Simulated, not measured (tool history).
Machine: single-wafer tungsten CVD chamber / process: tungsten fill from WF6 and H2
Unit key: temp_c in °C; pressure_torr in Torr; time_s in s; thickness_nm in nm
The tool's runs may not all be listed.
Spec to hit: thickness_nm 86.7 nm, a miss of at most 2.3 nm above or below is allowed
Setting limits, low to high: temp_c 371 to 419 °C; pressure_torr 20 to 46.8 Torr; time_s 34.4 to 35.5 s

run 1 hour=0 | temp_c=395 pressure_torr=33.4 time_s=34.4 | thickness_nm=100.14
run 2 hour=1.4 | temp_c=395 pressure_torr=33.4 time_s=35.5 | thickness_nm=103.35
run 3 hour=7.9 | temp_c=392 pressure_torr=33.3 time_s=35.5 | thickness_nm=95.932
run 4 hour=16.4 | temp_c=392 pressure_torr=33.3 time_s=34.4 | thickness_nm=93.469
run 5 hour=18.9 | temp_c=391 pressure_torr=33.3 time_s=34.4 | thickness_nm=91.667
run 6 hour=20.6 | temp_c=391 pressure_torr=38.2 time_s=34.4 | thickness_nm=97.145
run 7 hour=24.3 | temp_c=389 pressure_torr=38.1 time_s=34.4 | thickness_nm=94.183
run 8 hour=24.8 | temp_c=388 pressure_torr=38 time_s=34.4 | thickness_nm=91.28
run 9 hour=33.1 | temp_c=387 pressure_torr=38 time_s=34.4 | thickness_nm=90.187
run 10 hour=40.1 | temp_c=387 pressure_torr=38 time_s=34.4 | thickness_nm=90.672

Exercise: of the 5 proposed moves below, exactly one satisfies all targets within the stated allowed misses. Which move is it?
run A hour=47.1 | temp_c=385 pressure_torr=38.7 time_s=34.4 | thickness_nm=?
run B hour=47.1 | temp_c=389 pressure_torr=37.5 time_s=34.4 | thickness_nm=?
run C hour=47.1 | temp_c=385 pressure_torr=43.3 time_s=35.5 | thickness_nm=?
run D hour=47.1 | temp_c=391 pressure_torr=34.6 time_s=34.6 | thickness_nm=?
run E hour=47.1 | temp_c=389 pressure_torr=34.8 time_s=35.5 | thickness_nm=?

move=A thickness_nm=86.81
move=B thickness_nm=93.381
move=C thickness_nm=95.141
move=D thickness_nm=93.894
move=E thickness_nm=92.456
A: in spec on every target
B: misses by more than the last run did
C: misses by more than the last run did
D: misses by more than the last run did
E: misses by more than the last run did
The move that meets every target is A.
